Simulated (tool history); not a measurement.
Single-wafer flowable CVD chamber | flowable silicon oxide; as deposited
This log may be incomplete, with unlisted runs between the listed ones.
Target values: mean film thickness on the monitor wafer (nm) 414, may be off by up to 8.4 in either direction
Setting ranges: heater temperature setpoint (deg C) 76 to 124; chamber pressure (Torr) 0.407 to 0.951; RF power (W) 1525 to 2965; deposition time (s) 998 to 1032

run,day,heater temperature setpoint (deg C),chamber pressure (Torr),RF power (W),deposition time (s),mean film thickness on the monitor wafer (nm)
1,0,100,0.679,2245,998,452.92
2,0.154,101,0.679,2245,998,434.72
3,0.512,101,0.763,2245,998,492.21
4,0.725,97,0.763,2245,998,557.99
5,0.8,97,0.763,2245,998,558.72
6,0.979,100,0.762,2245,998,510.01
7,1.1,102,0.762,2245,998,474.73
8,1.446,103,0.762,2245,998,469.18
9,1.8,104,0.762,2245,998,448.73
10,1.875,105,0.762,2245,998,435.15
11,1.975,106,0.762,2245,998,426.82

4 next moves are on the table. One of them brings every result within its allowed miss. Which?
A,2.075,108,0.768,2205,1025,?
B,2.075,106,0.765,2240,1022,?
C,2.075,103,0.72,2030,1016,?
D,2.075,102,0.717,1985,1029,?

move,mean film thickness on the monitor wafer (nm)
A,411.35
B,435.4
C,436.75
D,451.41
A: meets every target
B: its largest miss is bigger than the last run's
C: its largest miss is bigger than the last run's
D: its largest miss is bigger than the last run's
The move that meets every target is A.

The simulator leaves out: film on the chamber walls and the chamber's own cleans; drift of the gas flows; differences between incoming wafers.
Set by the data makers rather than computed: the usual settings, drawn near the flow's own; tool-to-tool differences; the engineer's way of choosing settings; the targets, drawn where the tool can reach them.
